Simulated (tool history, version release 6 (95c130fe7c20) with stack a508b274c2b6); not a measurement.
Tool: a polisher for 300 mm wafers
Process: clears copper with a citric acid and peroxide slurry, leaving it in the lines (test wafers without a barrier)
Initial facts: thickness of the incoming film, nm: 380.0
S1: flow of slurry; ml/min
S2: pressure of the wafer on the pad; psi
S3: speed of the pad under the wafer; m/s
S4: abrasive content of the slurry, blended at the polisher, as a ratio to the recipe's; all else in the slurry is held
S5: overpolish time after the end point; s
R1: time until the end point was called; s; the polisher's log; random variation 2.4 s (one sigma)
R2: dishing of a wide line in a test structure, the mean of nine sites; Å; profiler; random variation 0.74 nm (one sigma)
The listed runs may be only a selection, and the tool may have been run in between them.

Run 1, hour 0: S1 275 ml/min, S2 3.8 psi, S3 0.96 m/s, S4 1, S5 27 s. Result: R1 146.34 s, R2 463.95 Å.
Run 2, hour 5.4: S1 275 ml/min, S2 4.2 psi, S3 0.96 m/s, S4 1, S5 27 s. Result: R1 134.48 s, R2 516.42 Å.
Run 3, hour 10.2: S1 275 ml/min, S2 4 psi, S3 0.96 m/s, S4 1, S5 29 s. Result: R1 141.69 s, R2 533.81 Å.
Run 4, hour 18.9: S1 275 ml/min, S2 3.9 psi, S3 0.96 m/s, S4 1, S5 30 s. Result: R1 144.99 s, R2 538.01 Å.
Run 5, hour 25.5: S1 230 ml/min, S2 3.9 psi, S3 0.96 m/s, S4 1, S5 30 s. Result: R1 148.47 s, R2 541.67 Å.
Run 6, hour 31.1: S1 230 ml/min, S2 3.9 psi, S3 0.96 m/s, S4 1.1, S5 30 s. Result: R1 140.73 s, R2 524.93 Å.
Run 7, hour 34.8: S1 230 ml/min, S2 3.8 psi, S3 0.96 m/s, S4 1.05, S5 31 s. Result: R1 148.23 s, R2 521.2 Å.

What will run 8 give?
Run 8, hour 42.8: S1 225 ml/min, S2 3.7 psi, S3 0.96 m/s, S4 1, S5 32 s. Result: R1 ?, R2 ?.

R1: 154.29 s
R2: 525.07 Å

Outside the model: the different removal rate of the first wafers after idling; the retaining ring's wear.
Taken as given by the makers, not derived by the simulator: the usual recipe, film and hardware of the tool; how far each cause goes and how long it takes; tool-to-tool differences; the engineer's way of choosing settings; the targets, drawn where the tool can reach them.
